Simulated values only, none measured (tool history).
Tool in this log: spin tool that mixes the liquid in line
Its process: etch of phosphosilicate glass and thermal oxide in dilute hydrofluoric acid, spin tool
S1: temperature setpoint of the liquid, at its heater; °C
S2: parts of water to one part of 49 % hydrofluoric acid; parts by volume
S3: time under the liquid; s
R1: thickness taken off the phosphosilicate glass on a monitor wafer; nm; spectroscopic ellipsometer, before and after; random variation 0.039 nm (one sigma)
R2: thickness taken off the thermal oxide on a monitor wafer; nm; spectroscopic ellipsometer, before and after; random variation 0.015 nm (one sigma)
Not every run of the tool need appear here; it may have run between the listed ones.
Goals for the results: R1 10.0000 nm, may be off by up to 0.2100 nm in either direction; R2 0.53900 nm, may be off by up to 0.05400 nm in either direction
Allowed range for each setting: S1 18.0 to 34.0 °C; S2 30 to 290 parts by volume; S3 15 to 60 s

run	hour	S1	S2	S3	R1	R2
1	0.0	26.0	160	30	15.3230	0.83831
2	0.5	26.0	125	30	20.4280	1.08690
3	9.4	27.5	125	30	21.4790	1.09210
4	16.1	27.5	150	30	17.3350	0.94928
5	22.3	25.5	155	30	15.4690	0.88752
6	26.8	25.5	200	30	11.4470	0.60811
7	33.1	25.0	200	30	11.2580	0.58694
8	33.6	24.5	200	30	11.1060	0.59326
9	34.3	24.0	200	30	10.8290	0.57674
10	37.1	23.5	200	30	10.7070	0.56909
11	40.2	23.0	200	30	10.4660	0.55306
12	48.0	22.5	200	30	10.3120	0.55255

Of the 4 settings listed for the next run, only one would bring every result within its allowed miss of target. Which one?
A	55.8	24.5	280	45	?	?
B	55.8	23.0	255	40	?	?
C	55.8	24.0	185	25	?	?
D	55.8	19.0	120	20	?	?

move	R1	R2
A	10.8960	0.58180
B	10.3370	0.55198
C	9.9372	0.53061
D	10.8070	0.57707
A: misses by more than the last run did
B: misses by more than the last run did
C: all results in spec
D: misses by more than the last run did
Correct choice: C, which meets every target

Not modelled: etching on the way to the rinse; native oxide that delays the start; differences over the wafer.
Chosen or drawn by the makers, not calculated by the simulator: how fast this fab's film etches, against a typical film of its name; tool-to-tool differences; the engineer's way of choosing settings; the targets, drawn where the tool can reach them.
